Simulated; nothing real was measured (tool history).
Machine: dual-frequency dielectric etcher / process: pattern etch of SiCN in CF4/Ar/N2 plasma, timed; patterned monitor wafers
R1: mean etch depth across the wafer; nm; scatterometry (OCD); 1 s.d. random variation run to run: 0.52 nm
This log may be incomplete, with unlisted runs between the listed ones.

{"run": 1, "hour": 0.0, "source power (kW)": 0.52, "bias power (kW)": 0.086, "Ar flow (sccm)": 107, "CF4 flow (sccm)": 56, "etch time (s)": 124, "R1": 119.5}
{"run": 2, "hour": 3.6, "source power (kW)": 0.5, "bias power (kW)": 0.086, "Ar flow (sccm)": 107, "CF4 flow (sccm)": 56, "etch time (s)": 124, "R1": 116.79}
{"run": 3, "hour": 8.2, "source power (kW)": 0.55, "bias power (kW)": 0.086, "Ar flow (sccm)": 107, "CF4 flow (sccm)": 56, "etch time (s)": 124, "R1": 125.09}
{"run": 4, "hour": 11.6, "source power (kW)": 0.55, "bias power (kW)": 0.086, "Ar flow (sccm)": 107, "CF4 flow (sccm)": 64, "etch time (s)": 124, "R1": 125.83}
{"run": 5, "hour": 14.9, "source power (kW)": 0.52, "bias power (kW)": 0.085, "Ar flow (sccm)": 107, "CF4 flow (sccm)": 64, "etch time (s)": 124, "R1": 121.48}
{"run": 6, "hour": 16.9, "source power (kW)": 0.59, "bias power (kW)": 0.085, "Ar flow (sccm)": 107, "CF4 flow (sccm)": 64, "etch time (s)": 124, "R1": 132.8}
{"run": 7, "hour": 19.6, "source power (kW)": 0.56, "bias power (kW)": 0.084, "Ar flow (sccm)": 107, "CF4 flow (sccm)": 64, "etch time (s)": 124, "R1": 128.57}
{"run": 8, "hour": 20.8, "source power (kW)": 0.53, "bias power (kW)": 0.083, "Ar flow (sccm)": 107, "CF4 flow (sccm)": 64, "etch time (s)": 124, "R1": 121.18}
{"run": 9, "hour": 21.6, "source power (kW)": 0.51, "bias power (kW)": 0.083, "Ar flow (sccm)": 107, "CF4 flow (sccm)": 64, "etch time (s)": 124, "R1": 118.22}
{"run": 10, "hour": 27.4, "source power (kW)": 0.49, "bias power (kW)": 0.083, "Ar flow (sccm)": 107, "CF4 flow (sccm)": 64, "etch time (s)": 124, "R1": 115.48}
{"run": 11, "hour": 31.9, "source power (kW)": 0.47, "bias power (kW)": 0.083, "Ar flow (sccm)": 107, "CF4 flow (sccm)": 64, "etch time (s)": 124, "R1": 111.26}
{"run": 12, "hour": 37.7, "source power (kW)": 0.46, "bias power (kW)": 0.083, "Ar flow (sccm)": 107, "CF4 flow (sccm)": 64, "etch time (s)": 124, "R1": 110}

Estimate the outcome of run 13 from the log above:
{"run": 13, "hour": 43.8, "source power (kW)": 0.45, "bias power (kW)": 0.083, "Ar flow (sccm)": 107, "CF4 flow (sccm)": 64, "etch time (s)": 124, "R1": "?"}

Run 13 gave R1 108 nm.
